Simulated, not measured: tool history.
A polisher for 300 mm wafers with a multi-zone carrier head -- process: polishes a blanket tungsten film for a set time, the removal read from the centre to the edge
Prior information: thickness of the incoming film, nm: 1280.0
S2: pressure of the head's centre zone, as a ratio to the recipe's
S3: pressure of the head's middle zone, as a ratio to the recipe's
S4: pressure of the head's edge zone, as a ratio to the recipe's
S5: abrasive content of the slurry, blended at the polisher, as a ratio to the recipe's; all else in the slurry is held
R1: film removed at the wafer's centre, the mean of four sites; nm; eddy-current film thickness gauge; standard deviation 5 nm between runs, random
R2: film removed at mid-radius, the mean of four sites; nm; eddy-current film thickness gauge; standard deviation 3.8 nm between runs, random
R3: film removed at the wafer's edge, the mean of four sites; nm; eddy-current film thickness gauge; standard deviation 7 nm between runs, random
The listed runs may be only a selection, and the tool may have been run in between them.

Run 1, hour 0: flow of slurry (ml/min) 275, S2 1, S3 1, S4 1, S5 1, polishing time (s) 81. Result: R1 519.98 nm, R2 523.57 nm, R3 530.69 nm.
Run 2, hour 4: flow of slurry (ml/min) 275, S2 1, S3 0.95, S4 1, S5 1, polishing time (s) 81. Result: R1 521.49 nm, R2 498.19 nm, R3 526.4 nm.
Run 3, hour 9.1: flow of slurry (ml/min) 280, S2 0.98, S3 0.93, S4 1.05, S5 1.1, polishing time (s) 81. Result: R1 518.51 nm, R2 494.69 nm, R3 562.17 nm.
Run 4, hour 14.8: flow of slurry (ml/min) 280, S2 0.9, S3 0.93, S4 1.05, S5 1.1, polishing time (s) 81. Result: R1 480.36 nm, R2 509.49 nm, R3 563.35 nm.
Run 5, hour 16.7: flow of slurry (ml/min) 280, S2 0.9, S3 0.93, S4 1.05, S5 1.2, polishing time (s) 81. Result: R1 482.54 nm, R2 515.36 nm, R3 562.08 nm.
Run 6, hour 23: flow of slurry (ml/min) 280, S2 0.9, S3 0.93, S4 1.05, S5 1.35, polishing time (s) 81. Result: R1 495.97 nm, R2 530.54 nm, R3 582.36 nm.
Run 7, hour 28.2: flow of slurry (ml/min) 285, S2 0.91, S3 0.92, S4 1.08, S5 1.35, polishing time (s) 81. Result: R1 505.76 nm, R2 521.91 nm, R3 589.92 nm.
Run 8, hour 35.1: flow of slurry (ml/min) 290, S2 0.91, S3 0.91, S4 1.11, S5 1.4, polishing time (s) 81. Result: R1 515.29 nm, R2 523.37 nm, R3 603.92 nm.
Run 9, hour 43.3: flow of slurry (ml/min) 290, S2 0.91, S3 0.9, S4 1.13, S5 1.4, polishing time (s) 81. Result: R1 518.09 nm, R2 517.4 nm, R3 604.7 nm.

Run 10 comes next. What will it give?
Run 10, hour 49.3: flow of slurry (ml/min) 290, S2 0.91, S3 0.89, S4 1.14, S5 1.4, polishing time (s) 81. Result: R1 ?, R2 ?, R3 ?.

Run 10 measured R1 508.12 nm, R2 525.16 nm, R3 617.82 nm.
